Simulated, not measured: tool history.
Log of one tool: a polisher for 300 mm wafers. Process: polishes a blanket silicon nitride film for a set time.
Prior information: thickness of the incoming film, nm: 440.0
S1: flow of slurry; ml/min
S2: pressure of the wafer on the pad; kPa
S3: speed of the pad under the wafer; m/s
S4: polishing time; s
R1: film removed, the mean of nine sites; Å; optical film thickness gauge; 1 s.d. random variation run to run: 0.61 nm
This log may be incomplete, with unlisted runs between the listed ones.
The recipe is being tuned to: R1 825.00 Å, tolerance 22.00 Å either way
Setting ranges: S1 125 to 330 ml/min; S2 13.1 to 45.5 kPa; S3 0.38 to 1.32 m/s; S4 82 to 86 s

run,day,S1,S2,S3,S4,R1
1,0.000,210,29.0,0.84,82,1349.40
2,0.150,210,27.6,0.84,82,1299.30
3,0.175,210,23.4,0.84,82,1124.20
4,0.517,260,23.4,0.84,82,1160.20
5,0.733,260,27.6,0.84,82,1311.80
6,0.767,260,26.2,0.84,82,1262.80
7,0.862,260,24.8,0.84,82,1223.30
8,1.142,255,23.4,0.84,82,1170.10
9,1.508,255,22.1,0.84,82,1102.70
10,1.621,255,21.4,0.84,82,1085.20
11,1.958,255,20.7,0.84,82,1063.30
12,2.329,220,13.1,0.84,82,739.61
13,2.667,225,13.1,0.84,82,731.88
14,2.917,225,13.1,0.84,82,749.91
15,2.950,225,13.1,0.84,82,730.38
16,3.050,230,13.1,0.84,82,744.58
17,3.192,235,13.1,0.84,82,753.92
18,3.296,240,13.1,0.84,82,743.46
19,3.517,245,13.1,0.84,82,753.36

Exactly one of the 4 candidate moves below puts every result within its allowed miss. Which one?
A,3.738,290,15.2,0.70,85,?
B,3.738,215,13.8,0.92,86,?
C,3.738,260,13.1,0.94,86,?
D,3.738,265,13.8,0.88,83,?

move,R1
A,749.10
B,851.47
C,855.53
D,813.37
A: moves away from the targets compared with the last run
B: takes the biggest miss from the last run beyond its target
C: takes the biggest miss from the last run beyond its target
D: all results in spec
Answer: D

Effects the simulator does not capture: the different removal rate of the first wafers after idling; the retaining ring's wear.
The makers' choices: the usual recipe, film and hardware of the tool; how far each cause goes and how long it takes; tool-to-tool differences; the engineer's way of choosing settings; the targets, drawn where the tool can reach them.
